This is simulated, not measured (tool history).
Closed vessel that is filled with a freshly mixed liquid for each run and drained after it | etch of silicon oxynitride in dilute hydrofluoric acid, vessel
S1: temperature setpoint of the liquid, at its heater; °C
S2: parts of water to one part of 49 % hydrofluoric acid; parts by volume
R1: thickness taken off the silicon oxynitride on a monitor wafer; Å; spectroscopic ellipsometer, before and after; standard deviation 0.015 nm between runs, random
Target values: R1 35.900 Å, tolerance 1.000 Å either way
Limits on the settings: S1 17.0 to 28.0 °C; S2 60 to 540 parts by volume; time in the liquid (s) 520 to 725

run 1 hour=0.0 | S1=20.0 S2=300 time_in_the_liquid_(s)=725 | R1=25.380
run 2 hour=6.5 | S1=20.0 S2=300 time_in_the_liquid_(s)=520 | R1=18.199
run 3 hour=7.9 | S1=22.0 S2=275 time_in_the_liquid_(s)=520 | R1=22.051
run 4 hour=15.7 | S1=25.5 S2=275 time_in_the_liquid_(s)=520 | R1=25.672
run 5 hour=21.8 | S1=26.0 S2=255 time_in_the_liquid_(s)=520 | R1=28.811
run 6 hour=29.0 | S1=26.0 S2=255 time_in_the_liquid_(s)=520 | R1=28.768
run 7 hour=35.8 | S1=26.0 S2=255 time_in_the_liquid_(s)=520 | R1=28.813
run 8 hour=42.4 | S1=26.5 S2=245 time_in_the_liquid_(s)=520 | R1=30.743
run 9 hour=51.8 | S1=27.0 S2=240 time_in_the_liquid_(s)=520 | R1=32.107
run 10 hour=53.9 | S1=27.0 S2=235 time_in_the_liquid_(s)=520 | R1=32.993
run 11 hour=60.7 | S1=28.0 S2=220 time_in_the_liquid_(s)=520 | R1=36.992

4 next moves are on the table. One of them brings every result within its allowed miss. Which?
run A hour=67.5 | S1=28.0 S2=320 time_in_the_liquid_(s)=725 | R1=?
run B hour=67.5 | S1=25.0 S2=270 time_in_the_liquid_(s)=725 | R1=?
run C hour=67.5 | S1=25.5 S2=215 time_in_the_liquid_(s)=520 | R1=?
run D hour=67.5 | S1=27.0 S2=270 time_in_the_liquid_(s)=725 | R1=?

move=A R1=33.103
move=B R1=35.964
move=C R1=34.485
move=D R1=39.119
A: pushes the last run's worst result past its target
B: in spec on every target
C: pushes the last run's worst result past its target
D: the biggest miss grows against the last run
Answer: B

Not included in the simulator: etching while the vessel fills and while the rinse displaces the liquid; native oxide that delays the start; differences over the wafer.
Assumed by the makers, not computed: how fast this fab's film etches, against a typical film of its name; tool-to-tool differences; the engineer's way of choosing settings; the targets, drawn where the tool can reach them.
